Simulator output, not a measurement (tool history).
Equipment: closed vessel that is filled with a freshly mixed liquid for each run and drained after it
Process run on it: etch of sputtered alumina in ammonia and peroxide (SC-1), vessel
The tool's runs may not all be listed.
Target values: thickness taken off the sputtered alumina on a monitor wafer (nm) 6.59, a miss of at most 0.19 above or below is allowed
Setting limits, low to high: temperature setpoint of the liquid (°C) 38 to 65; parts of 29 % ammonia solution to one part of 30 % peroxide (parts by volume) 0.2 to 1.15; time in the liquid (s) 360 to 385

run,hour,temperature setpoint of the liquid (°C),parts of 29 % ammonia solution to one part of 30 % peroxide (parts by volume),time in the liquid (s),thickness taken off the sputtered alumina on a monitor wafer (nm)
1,0,49,0.65,360,12.706
2,6.4,45.5,0.55,360,10.259
3,13,43,0.55,360,8.9222
4,16.7,41.5,0.5,360,8.0907
5,18.4,41.5,0.7,360,8.239
6,25.7,41.5,0.7,385,8.9555
7,30.9,40.5,0.7,380,8.2091
8,34.5,40,0.7,375,7.9518
9,36.6,39.5,0.7,370,7.5359
10,39.8,39.5,0.7,370,7.4522
11,44.4,39,0.7,370,7.3858
12,47.5,38.5,0.65,365,6.9197

Consider the 5 candidate settings below. Which is the only one whose results all fall within their allowed miss of target?
A,50.6,40,0.45,365,?
B,50.6,38.5,0.85,360,?
C,50.6,38.5,1,365,?
D,50.6,38.5,0.6,375,?
E,50.6,38,0.6,360,?

move,thickness taken off the sputtered alumina on a monitor wafer (nm)
A,7.3776
B,7.0747
C,7.2856
D,7.1277
E,6.6411
A: moves away from the targets compared with the last run
B: moves away from the targets compared with the last run
C: moves away from the targets compared with the last run
D: moves away from the targets compared with the last run
E: every result within its allowed miss
E is the move that brings every result within its allowed miss.
